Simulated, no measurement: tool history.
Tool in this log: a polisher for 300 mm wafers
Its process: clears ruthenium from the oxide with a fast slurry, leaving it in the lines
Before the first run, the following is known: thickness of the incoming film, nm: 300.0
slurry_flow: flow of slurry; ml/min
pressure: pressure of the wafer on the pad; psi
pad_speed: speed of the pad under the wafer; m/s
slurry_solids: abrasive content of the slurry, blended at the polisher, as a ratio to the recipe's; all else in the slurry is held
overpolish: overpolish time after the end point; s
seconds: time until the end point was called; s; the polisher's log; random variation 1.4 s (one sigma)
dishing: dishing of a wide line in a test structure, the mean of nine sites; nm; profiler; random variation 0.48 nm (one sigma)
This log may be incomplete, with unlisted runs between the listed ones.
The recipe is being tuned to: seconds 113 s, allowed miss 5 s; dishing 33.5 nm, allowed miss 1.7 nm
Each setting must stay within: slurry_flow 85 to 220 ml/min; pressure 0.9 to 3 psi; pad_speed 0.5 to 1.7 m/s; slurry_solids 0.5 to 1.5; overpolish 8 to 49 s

run,day,slurry_flow,pressure,pad_speed,slurry_solids,overpolish,seconds,dishing
1,0,140,1.9,1.1,1,25,71.345,61.41
2,0.179,140,1.6,1.1,1,23,80.059,50.96
3,0.221,140,1.4,1.08,1,22,92.672,44.868
4,0.308,140,1.4,1.08,0.85,22,105.66,40.338
5,0.475,140,1.4,1.08,0.85,28,104.97,50.687
6,0.596,140,1,1.08,0.85,28,134.23,39.101
7,0.675,145,1,1.1,0.85,25,135.84,37.972
8,0.754,135,1.1,1.1,0.85,23,122.37,36.402
9,1.112,130,1.1,1.1,0.85,22,123.69,35.635
10,1.233,130,1.1,1.1,0.85,21,124.02,33.71
11,1.375,130,1.1,1.1,0.85,20,125.13,31.943
12,1.479,155,1.3,1.1,0.85,19,105.93,35.39
13,1.821,150,1.3,1.1,0.85,19,107.2,35.733
14,1.954,140,1.2,1.1,0.85,18,114.63,30.927

Which one of the following 4 next-run settings gets every result inside its allowed miss? There is exactly one.
A,2.088,105,1.3,1.06,0.85,16,?,?
B,2.088,125,1.4,0.98,0.9,17,?,?
C,2.088,125,0.9,1.34,0.95,14,?,?
D,2.088,185,1.3,0.96,0.9,19,?,?

move,seconds,dishing
A,116.26,27.412
B,111.26,30.07
C,110.34,25.49
D,115.27,32.131
A: lands further from the targets than the last run did
B: lands further from the targets than the last run did
C: lands further from the targets than the last run did
D: every result within its allowed miss
The right move is D.
